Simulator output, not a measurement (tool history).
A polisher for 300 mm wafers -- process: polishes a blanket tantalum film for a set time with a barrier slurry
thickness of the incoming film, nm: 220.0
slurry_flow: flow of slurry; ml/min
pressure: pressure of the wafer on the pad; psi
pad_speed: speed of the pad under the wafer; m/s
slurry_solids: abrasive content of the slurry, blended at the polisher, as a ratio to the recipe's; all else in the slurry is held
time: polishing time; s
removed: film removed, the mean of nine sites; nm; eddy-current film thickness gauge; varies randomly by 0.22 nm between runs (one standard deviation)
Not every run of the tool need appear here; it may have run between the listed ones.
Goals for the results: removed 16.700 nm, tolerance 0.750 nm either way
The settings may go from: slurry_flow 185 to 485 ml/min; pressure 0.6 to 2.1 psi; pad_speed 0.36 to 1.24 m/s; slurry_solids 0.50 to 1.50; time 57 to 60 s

{"run": 1, "hour": 0.0, "slurry_flow": 310, "pressure": 1.3, "pad_speed": 0.8, "slurry_solids": 1.0, "time": 57, "removed": 45.208}
{"run": 2, "hour": 2.9, "slurry_flow": 310, "pressure": 1.1, "pad_speed": 0.7, "slurry_solids": 1.0, "time": 57, "removed": 35.754}
{"run": 3, "hour": 4.9, "slurry_flow": 310, "pressure": 1.1, "pad_speed": 0.7, "slurry_solids": 1.0, "time": 60, "removed": 37.068}
{"run": 4, "hour": 9.1, "slurry_flow": 310, "pressure": 1.1, "pad_speed": 0.7, "slurry_solids": 1.2, "time": 60, "removed": 39.451}
{"run": 5, "hour": 13.2, "slurry_flow": 310, "pressure": 1.1, "pad_speed": 0.56, "slurry_solids": 1.2, "time": 60, "removed": 34.789}
{"run": 6, "hour": 16.2, "slurry_flow": 300, "pressure": 1.0, "pad_speed": 0.5, "slurry_solids": 1.15, "time": 59, "removed": 28.673}
{"run": 7, "hour": 23.5, "slurry_flow": 295, "pressure": 0.9, "pad_speed": 0.46, "slurry_solids": 1.1, "time": 58, "removed": 24.01}
{"run": 8, "hour": 29.4, "slurry_flow": 295, "pressure": 0.6, "pad_speed": 0.36, "slurry_solids": 1.1, "time": 58, "removed": 14.479}

Exactly one of the 5 candidate moves below puts every result within its allowed miss. Which one?
{"run": "A", "hour": 35.3, "slurry_flow": 245, "pressure": 0.7, "pad_speed": 0.36, "slurry_solids": 1.15, "time": 59, "removed": "?"}
{"run": "B", "hour": 35.3, "slurry_flow": 260, "pressure": 0.6, "pad_speed": 0.4, "slurry_solids": 1.1, "time": 60, "removed": "?"}
{"run": "C", "hour": 35.3, "slurry_flow": 245, "pressure": 0.8, "pad_speed": 0.36, "slurry_solids": 1.05, "time": 57, "removed": "?"}
{"run": "D", "hour": 35.3, "slurry_flow": 385, "pressure": 0.6, "pad_speed": 0.36, "slurry_solids": 1.2, "time": 57, "removed": "?"}
{"run": "E", "hour": 35.3, "slurry_flow": 325, "pressure": 0.6, "pad_speed": 0.36, "slurry_solids": 1.2, "time": 57, "removed": "?"}

move=A removed=16.691
move=B removed=15.381
move=C removed=17.854
move=D removed=14.909
move=E removed=14.649
A: every result within its allowed miss
B: gains on the last run, yet a result remains outside its allowed miss
C: moves the result that the last run missed by most past its target, out the other side
D: gains on the last run, yet a result remains outside its allowed miss
E: gains on the last run, yet a result remains outside its allowed miss
So the answer is move A, the one that meets all the targets.
